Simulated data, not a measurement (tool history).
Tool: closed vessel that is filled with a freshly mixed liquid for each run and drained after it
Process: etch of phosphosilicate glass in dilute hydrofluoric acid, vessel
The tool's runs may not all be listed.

run,hour,temperature setpoint of the liquid (°C),parts of water to one part of 49 % hydrofluoric acid (parts by volume),time in the liquid (s),thickness taken off the phosphosilicate glass on a monitor wafer (Å)
1,0.0,21.0,145,30,191.56
2,2.6,22.0,135,30,215.65
3,8.1,25.5,135,30,247.13
4,10.7,26.0,125,30,275.68
5,17.3,26.0,105,30,339.03
6,19.0,26.0,75,30,487.54
7,24.4,26.5,75,30,493.59

Run 8 comes next. What will it give?
8,27.7,29.0,60,30,?

{"run 8": {"thickness taken off the phosphosilicate glass on a monitor wafer (Å)": 705.38}}

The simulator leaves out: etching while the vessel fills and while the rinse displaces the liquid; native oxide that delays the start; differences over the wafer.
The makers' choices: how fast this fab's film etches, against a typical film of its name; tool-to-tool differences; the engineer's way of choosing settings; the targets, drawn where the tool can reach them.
